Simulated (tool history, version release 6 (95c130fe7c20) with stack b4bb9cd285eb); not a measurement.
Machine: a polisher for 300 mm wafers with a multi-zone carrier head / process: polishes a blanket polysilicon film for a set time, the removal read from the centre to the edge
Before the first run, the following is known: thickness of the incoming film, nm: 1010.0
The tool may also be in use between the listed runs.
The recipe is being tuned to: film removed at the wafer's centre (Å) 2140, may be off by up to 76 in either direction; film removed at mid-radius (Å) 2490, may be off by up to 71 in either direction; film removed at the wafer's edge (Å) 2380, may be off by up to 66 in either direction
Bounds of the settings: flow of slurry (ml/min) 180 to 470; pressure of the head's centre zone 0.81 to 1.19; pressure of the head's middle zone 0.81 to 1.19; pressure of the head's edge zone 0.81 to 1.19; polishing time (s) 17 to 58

run,hour,flow of slurry (ml/min),pressure of the head's centre zone,pressure of the head's middle zone,pressure of the head's edge zone,polishing time (s),film removed at the wafer's centre (Å),film removed at mid-radius (Å),film removed at the wafer's edge (Å)
1,0,300,1,1,1,37,3893.6,4004.9,4000.7
2,5.1,295,0.97,0.99,0.97,33,3360.5,3583.3,3502.1
3,6.8,295,0.97,0.99,1.03,33,3362.9,3525.1,3589.9
4,14.4,295,0.97,0.99,1.08,33,3366.4,3530.9,3698.2
5,22.1,290,0.94,0.98,1.03,30,2983,3224.6,3208.8
6,26.1,290,0.94,0.98,0.97,30,2996.7,3177,3152
7,28,275,0.84,1.01,0.87,20,1762.7,2162.4,2010.9
8,32.6,295,0.86,1.02,0.91,20,1834,2236,2050.1
9,39,290,0.88,1.02,0.95,20,1889.3,2181.2,2098.9
10,46,305,0.88,1.03,0.97,21,1978,2331.7,2215.2
11,47.7,320,0.89,1.03,0.99,21,1997.6,2361.3,2226.6
12,52.9,345,0.93,1.04,1.09,22,2217.9,2487.5,2489.5
13,58.7,345,0.93,1.05,1.08,22,2211.2,2490.4,2456.3

Pick the move, out of 5, that brings all results within their allowed miss; only one does.
A,64.5,365,0.88,0.94,1.13,22,?,?,?
B,64.5,315,0.91,1.05,1.02,22,?,?,?
C,64.5,445,1,0.96,1.04,21,?,?,?
D,64.5,335,0.97,0.97,1.13,22,?,?,?
E,64.5,355,0.98,1,1.08,22,?,?,?

move,film removed at the wafer's centre (Å),film removed at mid-radius (Å),film removed at the wafer's edge (Å)
A,2098.6,2332.8,2536.5
B,2130.7,2526.5,2381.4
C,2280.7,2299.7,2348.9
D,2268.2,2375.8,2520.7
E,2302.7,2450.4,2472.4
A: further off than the last run
B: all results in spec
C: the worst result of the last run now meets its target, but another is out of spec
D: further off than the last run
E: further off than the last run
Go with B: it meets all targets.

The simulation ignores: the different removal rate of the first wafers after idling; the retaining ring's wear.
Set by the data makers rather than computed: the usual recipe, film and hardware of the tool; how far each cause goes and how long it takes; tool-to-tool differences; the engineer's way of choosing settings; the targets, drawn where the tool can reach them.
